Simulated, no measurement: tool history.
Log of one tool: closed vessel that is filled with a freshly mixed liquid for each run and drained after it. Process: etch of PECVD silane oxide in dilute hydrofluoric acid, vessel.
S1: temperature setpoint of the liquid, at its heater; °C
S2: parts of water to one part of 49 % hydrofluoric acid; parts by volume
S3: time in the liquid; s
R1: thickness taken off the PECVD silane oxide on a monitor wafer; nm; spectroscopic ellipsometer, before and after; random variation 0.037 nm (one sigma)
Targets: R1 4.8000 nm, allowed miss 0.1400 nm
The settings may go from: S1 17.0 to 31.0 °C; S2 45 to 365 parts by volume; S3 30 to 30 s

{"run": 1, "day": 0.0, "S1": 23.0, "S2": 205, "S3": 30, "R1": 6.3312}
{"run": 2, "day": 0.046, "S1": 22.0, "S2": 205, "S3": 30, "R1": 6.1694}
{"run": 3, "day": 0.183, "S1": 22.0, "S2": 205, "S3": 30, "R1": 6.1225}
{"run": 4, "day": 0.35, "S1": 21.5, "S2": 205, "S3": 30, "R1": 6.0976}
{"run": 5, "day": 0.512, "S1": 21.5, "S2": 205, "S3": 30, "R1": 5.9085}
{"run": 6, "day": 0.638, "S1": 21.0, "S2": 205, "S3": 30, "R1": 5.8844}
{"run": 7, "day": 0.692, "S1": 20.5, "S2": 205, "S3": 30, "R1": 5.7958}
{"run": 8, "day": 1.0, "S1": 20.0, "S2": 205, "S3": 30, "R1": 5.6932}
{"run": 9, "day": 1.288, "S1": 19.5, "S2": 205, "S3": 30, "R1": 5.628}
{"run": 10, "day": 1.421, "S1": 19.0, "S2": 205, "S3": 30, "R1": 5.4697}
{"run": 11, "day": 1.554, "S1": 18.5, "S2": 205, "S3": 30, "R1": 5.4557}

5 next moves are on the table. One of them brings every result within its allowed miss. Which?
{"run": "A", "day": 1.688, "S1": 17.0, "S2": 225, "S3": 30, "R1": "?"}
{"run": "B", "day": 1.688, "S1": 21.0, "S2": 245, "S3": 30, "R1": "?"}
{"run": "C", "day": 1.688, "S1": 19.5, "S2": 220, "S3": 30, "R1": "?"}
{"run": "D", "day": 1.688, "S1": 17.5, "S2": 205, "S3": 30, "R1": "?"}
{"run": "E", "day": 1.688, "S1": 18.5, "S2": 190, "S3": 30, "R1": "?"}

move=A R1=4.4786
move=B R1=4.6900
move=C R1=5.0636
move=D R1=5.1070
move=E R1=5.8128
A: takes the result that was furthest off past its target
B: meets every target
C: nearer than the last run, and not there yet
D: nearer than the last run, and not there yet
E: further off than the last run
Answer: B

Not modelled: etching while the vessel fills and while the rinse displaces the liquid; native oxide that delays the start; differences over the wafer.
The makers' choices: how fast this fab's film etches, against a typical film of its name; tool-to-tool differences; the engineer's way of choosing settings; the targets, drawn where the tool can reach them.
